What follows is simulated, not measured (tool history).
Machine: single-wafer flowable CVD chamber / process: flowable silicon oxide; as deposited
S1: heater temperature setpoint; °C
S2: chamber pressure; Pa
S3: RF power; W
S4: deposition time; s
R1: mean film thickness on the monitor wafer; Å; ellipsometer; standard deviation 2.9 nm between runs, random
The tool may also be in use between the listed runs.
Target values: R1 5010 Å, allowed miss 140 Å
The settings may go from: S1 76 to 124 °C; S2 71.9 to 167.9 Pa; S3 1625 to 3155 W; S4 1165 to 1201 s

| run | day | S1 | S2 | S3 | S4 | R1 |
|---|---|---|---|---|---|---|
| 1 | 0 | 100 | 119.9 | 2390 | 1165 | 7939.6 |
| 2 | 0.062 | 102 | 119.7 | 2390 | 1165 | 7449.2 |
| 3 | 0.279 | 102 | 119.7 | 2390 | 1165 | 7500.2 |
| 4 | 0.429 | 104 | 119.6 | 2390 | 1165 | 7063.5 |
| 5 | 0.775 | 96 | 119.6 | 2390 | 1165 | 8982.8 |
| 6 | 0.862 | 96 | 119.6 | 2390 | 1165 | 8860.1 |
| 7 | 1 | 99 | 119.5 | 2390 | 1165 | 8156.4 |
| 8 | 1.371 | 101 | 119.3 | 2390 | 1165 | 7647.8 |
| 9 | 1.683 | 113 | 118.7 | 2390 | 1165 | 5421.3 |

Exactly one of the 5 candidate moves below puts every result within its allowed miss. Which one?
| A | 1.996 | 115 | 120 | 2205 | 1165 | ? |
| B | 1.996 | 111 | 112.3 | 2235 | 1182 | ? |
| C | 1.996 | 110 | 119.6 | 2345 | 1165 | ? |
| D | 1.996 | 115 | 108.5 | 2440 | 1165 | ? |
| E | 1.996 | 111 | 114.7 | 2410 | 1165 | ? |

| move | R1 |
|---|---|
| A | 5046.2 |
| B | 5377.8 |
| C | 5870.8 |
| D | 4679.2 |
| E | 5506.9 |
A: in spec on every target
B: an improvement on the last run, though not all results are within tolerance
C: further off than the last run
D: takes the result that was furthest off past its target
E: further off than the last run
So the answer is move A, the one that meets all the targets.

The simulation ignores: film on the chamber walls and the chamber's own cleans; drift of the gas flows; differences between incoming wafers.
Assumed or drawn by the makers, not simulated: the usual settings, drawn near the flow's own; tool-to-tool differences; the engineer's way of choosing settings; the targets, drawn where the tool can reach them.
